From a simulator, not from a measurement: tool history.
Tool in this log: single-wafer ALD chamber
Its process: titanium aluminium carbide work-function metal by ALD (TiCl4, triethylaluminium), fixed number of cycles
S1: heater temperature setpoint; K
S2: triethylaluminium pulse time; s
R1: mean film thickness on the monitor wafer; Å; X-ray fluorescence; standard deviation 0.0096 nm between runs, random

run,hour,S1,S2,R1
1,0.0,568.15,12.45,19.082
2,5.6,565.15,12.03,18.663
3,14.5,572.15,12.03,19.405
4,20.0,569.15,11.65,18.954
5,25.8,566.15,11.32,18.955
6,30.1,571.15,11.32,19.069
7,33.9,568.15,10.64,19.002
8,41.8,564.15,10.59,18.457
9,42.9,562.15,10.36,18.350
10,50.3,560.15,10.14,18.046

Run 11, settings as shown, results not yet in. Your forecast:
11,51.2,559.15,10.00,?

R1: 18.096 Å
